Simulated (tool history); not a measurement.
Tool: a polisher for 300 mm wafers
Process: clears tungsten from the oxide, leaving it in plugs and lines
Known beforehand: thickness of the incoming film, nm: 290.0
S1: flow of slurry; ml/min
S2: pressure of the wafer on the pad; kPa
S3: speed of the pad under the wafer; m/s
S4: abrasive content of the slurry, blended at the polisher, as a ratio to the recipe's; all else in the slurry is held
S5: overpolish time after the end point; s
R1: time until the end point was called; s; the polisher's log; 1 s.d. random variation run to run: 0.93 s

run,hour,S1,S2,S3,S4,S5,R1
1,0.0,200,17.2,0.88,1.0,4,106.06
2,7.7,200,13.8,0.88,1.0,4,123.46
3,12.0,200,10.3,0.88,1.0,4,149.20
4,20.5,200,10.3,0.88,0.9,4,154.21
5,21.4,200,13.1,0.88,0.9,4,129.76
6,23.7,200,10.3,0.88,0.9,4,154.09
7,29.0,200,11.7,0.88,0.9,4,141.83
8,33.0,200,12.4,0.88,0.9,4,140.46
9,33.9,200,13.8,0.88,0.9,4,127.68

What does the tool deliver on the next run?
10,39.6,215,18.6,0.88,0.9,4,?

R1: 102.05 s

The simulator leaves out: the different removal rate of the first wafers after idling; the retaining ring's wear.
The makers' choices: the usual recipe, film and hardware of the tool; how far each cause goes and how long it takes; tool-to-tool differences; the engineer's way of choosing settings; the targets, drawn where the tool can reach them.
